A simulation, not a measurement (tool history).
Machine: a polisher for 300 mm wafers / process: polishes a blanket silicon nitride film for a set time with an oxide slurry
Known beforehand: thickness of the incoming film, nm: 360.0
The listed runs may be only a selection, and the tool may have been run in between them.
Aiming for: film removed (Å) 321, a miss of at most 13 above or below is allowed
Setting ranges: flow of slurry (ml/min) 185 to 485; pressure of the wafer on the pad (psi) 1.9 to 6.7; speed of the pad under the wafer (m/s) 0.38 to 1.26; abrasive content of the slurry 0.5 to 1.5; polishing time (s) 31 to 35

run  hour  flow of slurry (ml/min)  pressure of the wafer on the pad (psi)  speed of the pad under the wafer (m/s)  abrasive content of the slurry  polishing time (s)  film removed (Å)
  1     0                      310                                     4.3                                    0.82                               1                  35            206.37
  2   2.3                      310                                     4.7                                    0.82                               1                  35            228.49
  3   8.8                      310                                       5                                    0.82                               1                  35            243.69
  4  17.1                      310                                       5                                    0.82                             1.2                  35            253.23
  5  23.9                      310                                       5                                     0.7                             1.2                  35            223.68
  6  25.4                      340                                       5                                     0.7                             1.2                  35            225.24
  7  29.5                      340                                     5.3                                     0.7                             1.2                  35            236.35
  8  31.5                      340                                     5.6                                     0.7                             1.2                  35            255.11
  9  33.2                      340                                     5.8                                     0.7                             1.2                  35            264.32

Of the 5 settings listed for the next run, only one would bring every result within its allowed miss of target. Which one?
  A  34.9                      315                                     6.6                                    0.74                             1.3                  35                 ?
  B  34.9                      325                                     6.2                                    0.56                             1.2                  35                 ?
  C  34.9                      335                                     5.4                                     0.6                               1                  35                 ?
  D  34.9                      380                                     5.2                                    0.68                             1.2                  31                 ?
  E  34.9                      315                                     5.8                                    0.78                            1.25                  35                 ?

move  film removed (Å)
   A            318.41
   B            234.76
   C            205.85
   D            207.74
   E             289.7
A: every result lands within tolerance
B: moves away from the targets compared with the last run
C: moves away from the targets compared with the last run
D: moves away from the targets compared with the last run
E: closes in on the targets versus the last run, not all within tolerance yet
Correct choice: A, which meets every target
